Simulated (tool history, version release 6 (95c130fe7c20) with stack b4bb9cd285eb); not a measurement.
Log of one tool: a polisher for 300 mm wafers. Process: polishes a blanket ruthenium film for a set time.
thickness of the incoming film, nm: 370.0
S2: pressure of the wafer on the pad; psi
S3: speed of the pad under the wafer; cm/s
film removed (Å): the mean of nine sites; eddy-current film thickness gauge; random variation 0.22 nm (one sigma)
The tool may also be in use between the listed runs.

{"run": 1, "hour": 0.0, "flow of slurry (ml/min)": 225, "S2": 1.5, "S3": 78, "polishing time (s)": 62, "film removed (Å)": 405.02}
{"run": 2, "hour": 3.6, "flow of slurry (ml/min)": 225, "S2": 1.2, "S3": 76, "polishing time (s)": 62, "film removed (Å)": 321.62}
{"run": 3, "hour": 4.6, "flow of slurry (ml/min)": 225, "S2": 1.0, "S3": 74, "polishing time (s)": 62, "film removed (Å)": 256.82}
{"run": 4, "hour": 5.6, "flow of slurry (ml/min)": 225, "S2": 1.3, "S3": 74, "polishing time (s)": 62, "film removed (Å)": 338.74}
{"run": 5, "hour": 11.3, "flow of slurry (ml/min)": 225, "S2": 1.3, "S3": 74, "polishing time (s)": 62, "film removed (Å)": 335.82}
{"run": 6, "hour": 13.8, "flow of slurry (ml/min)": 280, "S2": 1.3, "S3": 74, "polishing time (s)": 62, "film removed (Å)": 344.27}
{"run": 7, "hour": 17.7, "flow of slurry (ml/min)": 275, "S2": 1.1, "S3": 74, "polishing time (s)": 62, "film removed (Å)": 288.48}
{"run": 8, "hour": 23.6, "flow of slurry (ml/min)": 275, "S2": 1.0, "S3": 74, "polishing time (s)": 62, "film removed (Å)": 268.05}

Forecast run 9:
{"run": 9, "hour": 30.5, "flow of slurry (ml/min)": 275, "S2": 0.9, "S3": 74, "polishing time (s)": 62, "film removed (Å)": "?"}

Run 9 gave film removed (Å) 235.50.
